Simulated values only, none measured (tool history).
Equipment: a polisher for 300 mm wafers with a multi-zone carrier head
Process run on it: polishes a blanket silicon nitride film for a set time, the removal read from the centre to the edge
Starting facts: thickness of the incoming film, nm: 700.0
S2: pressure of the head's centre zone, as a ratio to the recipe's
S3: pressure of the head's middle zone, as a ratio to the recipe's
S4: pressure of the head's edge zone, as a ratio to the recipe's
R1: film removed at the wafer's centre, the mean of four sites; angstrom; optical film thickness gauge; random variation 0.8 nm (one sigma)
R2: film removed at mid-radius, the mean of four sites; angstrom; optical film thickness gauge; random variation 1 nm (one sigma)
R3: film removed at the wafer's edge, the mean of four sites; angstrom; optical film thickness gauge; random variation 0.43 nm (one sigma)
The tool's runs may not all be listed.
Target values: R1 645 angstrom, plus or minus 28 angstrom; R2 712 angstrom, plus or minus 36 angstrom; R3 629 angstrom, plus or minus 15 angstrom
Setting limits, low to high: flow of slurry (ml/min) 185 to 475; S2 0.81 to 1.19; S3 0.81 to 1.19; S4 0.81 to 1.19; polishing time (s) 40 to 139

{"run": 1, "hour": 0.0, "flow of slurry (ml/min)": 305, "S2": 1, "S3": 1, "S4": 1, "polishing time (s)": 89, "R1": 854.83, "R2": 816.73, "R3": 789.73}
{"run": 2, "hour": 3.4, "flow of slurry (ml/min)": 305, "S2": 0.99, "S3": 1, "S4": 0.98, "polishing time (s)": 87, "R1": 833.02, "R2": 786.87, "R3": 762.79}
{"run": 3, "hour": 8.1, "flow of slurry (ml/min)": 305, "S2": 1.05, "S3": 1, "S4": 0.98, "polishing time (s)": 87, "R1": 880.75, "R2": 785.69, "R3": 766.7}
{"run": 4, "hour": 13.9, "flow of slurry (ml/min)": 305, "S2": 1.05, "S3": 1, "S4": 1.06, "polishing time (s)": 87, "R1": 871.33, "R2": 808.1, "R3": 805.05}
{"run": 5, "hour": 17.5, "flow of slurry (ml/min)": 305, "S2": 1.03, "S3": 1.01, "S4": 1.04, "polishing time (s)": 86, "R1": 855.8, "R2": 777.65, "R3": 791.68}
{"run": 6, "hour": 18.5, "flow of slurry (ml/min)": 300, "S2": 1.01, "S3": 1.01, "S4": 1.02, "polishing time (s)": 85, "R1": 822.99, "R2": 780.18, "R3": 757.02}
{"run": 7, "hour": 22.5, "flow of slurry (ml/min)": 295, "S2": 0.99, "S3": 1.01, "S4": 1.01, "polishing time (s)": 84, "R1": 801.28, "R2": 787.51, "R3": 758.35}
{"run": 8, "hour": 26.8, "flow of slurry (ml/min)": 295, "S2": 0.98, "S3": 1.01, "S4": 0.99, "polishing time (s)": 83, "R1": 776.7, "R2": 752.1, "R3": 746.27}
{"hour": 34.8, "done": "worn pad replaced by a new one"}
{"run": 9, "hour": 34.8, "flow of slurry (ml/min)": 300, "S2": 0.97, "S3": 1.03, "S4": 0.97, "polishing time (s)": 82, "R1": 810.9, "R2": 806.49, "R3": 769.34}
{"run": 10, "hour": 41.6, "flow of slurry (ml/min)": 260, "S2": 0.88, "S3": 1.05, "S4": 0.88, "polishing time (s)": 57, "R1": 504.69, "R2": 559.89, "R3": 502.5}
{"run": 11, "hour": 45.6, "flow of slurry (ml/min)": 270, "S2": 0.89, "S3": 1.06, "S4": 0.9, "polishing time (s)": 57, "R1": 512.42, "R2": 592.27, "R3": 510.16}
{"run": 12, "hour": 51.3, "flow of slurry (ml/min)": 280, "S2": 0.9, "S3": 1.06, "S4": 0.92, "polishing time (s)": 58, "R1": 521.16, "R2": 601.74, "R3": 532.92}
{"run": 13, "hour": 60.3, "flow of slurry (ml/min)": 295, "S2": 0.92, "S3": 1.06, "S4": 0.93, "polishing time (s)": 58, "R1": 540.94, "R2": 593.52, "R3": 539.69}
{"run": 14, "hour": 64.9, "flow of slurry (ml/min)": 310, "S2": 0.93, "S3": 1.07, "S4": 0.93, "polishing time (s)": 58, "R1": 560.71, "R2": 608.87, "R3": 540.51}

Which one of the following 4 next-run settings gets every result inside its allowed miss? There is exactly one.
{"run": "A", "hour": 69.5, "flow of slurry (ml/min)": 415, "S2": 1.12, "S3": 0.85, "S4": 0.96, "polishing time (s)": 52, "R1": "?", "R2": "?", "R3": "?"}
{"run": "B", "hour": 69.5, "flow of slurry (ml/min)": 330, "S2": 0.95, "S3": 1.11, "S4": 1, "polishing time (s)": 66, "R1": "?", "R2": "?", "R3": "?"}
{"run": "C", "hour": 69.5, "flow of slurry (ml/min)": 280, "S2": 0.99, "S3": 1.09, "S4": 0.9, "polishing time (s)": 50, "R1": "?", "R2": "?", "R3": "?"}
{"run": "D", "hour": 69.5, "flow of slurry (ml/min)": 260, "S2": 0.93, "S3": 1.06, "S4": 0.87, "polishing time (s)": 67, "R1": "?", "R2": "?", "R3": "?"}

move=A R1=625.89 R2=449.28 R3=492.9
move=B R1=660.93 R2=701.32 R3=626.4
move=C R1=512.9 R2=514.88 R3=447.28
move=D R1=639.52 R2=668.59 R3=587.26
A: further off than the last run
B: every result lands within tolerance
C: further off than the last run
D: an improvement on the last run, though not all results are within tolerance
So the answer is move B, the one that meets all the targets.
